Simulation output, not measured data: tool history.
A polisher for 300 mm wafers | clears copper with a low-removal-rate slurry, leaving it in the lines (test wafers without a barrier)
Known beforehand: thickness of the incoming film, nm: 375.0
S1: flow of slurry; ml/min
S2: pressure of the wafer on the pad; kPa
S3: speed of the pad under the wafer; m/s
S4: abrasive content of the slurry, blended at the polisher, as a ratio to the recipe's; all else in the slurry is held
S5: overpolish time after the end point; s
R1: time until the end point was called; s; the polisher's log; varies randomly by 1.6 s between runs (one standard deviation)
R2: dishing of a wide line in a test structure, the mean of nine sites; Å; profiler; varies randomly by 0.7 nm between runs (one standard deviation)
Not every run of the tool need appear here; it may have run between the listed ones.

| run | hour | S1 | S2 | S3 | S4 | S5 | R1 | R2 |
|---|---|---|---|---|---|---|---|---|
| 1 | 0 | 260 | 28.3 | 1.06 | 1 | 22 | 98.001 | 574.14 |
| 2 | 6.8 | 260 | 25.5 | 1.06 | 1 | 22 | 108.65 | 529.58 |
| 3 | 14.8 | 260 | 25.5 | 1.32 | 1 | 22 | 88.436 | 628.45 |
| 4 | 23.3 | 260 | 31 | 1.32 | 1 | 22 | 72.638 | 748.99 |
| 5 | 30.6 | 260 | 26.2 | 1.32 | 1 | 22 | 87.289 | 647.4 |
| 6 | 32.2 | 260 | 22.8 | 1.32 | 1 | 22 | 100.22 | 588.5 |
| 7 | 33.7 | 260 | 20.7 | 1.32 | 1 | 22 | 109.01 | 529.78 |
| 8 | 39.9 | 260 | 19.3 | 1.32 | 1 | 22 | 117.78 | 504.49 |
| 9 | 40.6 | 260 | 18.6 | 1.32 | 1 | 22 | 121.38 | 497.51 |
| 10 | 47.1 | 260 | 17.9 | 1.32 | 1 | 22 | 125.74 | 471.85 |
| 11 | 55.5 | 260 | 17.2 | 1.32 | 1 | 22 | 129.59 | 459.9 |

Run 12, settings as shown, results not yet in. Your forecast:
| 12 | 62.6 | 255 | 14.5 | 1.32 | 1 | 22 | ? | ? |

For run 12 the tool returned R1 151.6 s, R2 381.68 Å.

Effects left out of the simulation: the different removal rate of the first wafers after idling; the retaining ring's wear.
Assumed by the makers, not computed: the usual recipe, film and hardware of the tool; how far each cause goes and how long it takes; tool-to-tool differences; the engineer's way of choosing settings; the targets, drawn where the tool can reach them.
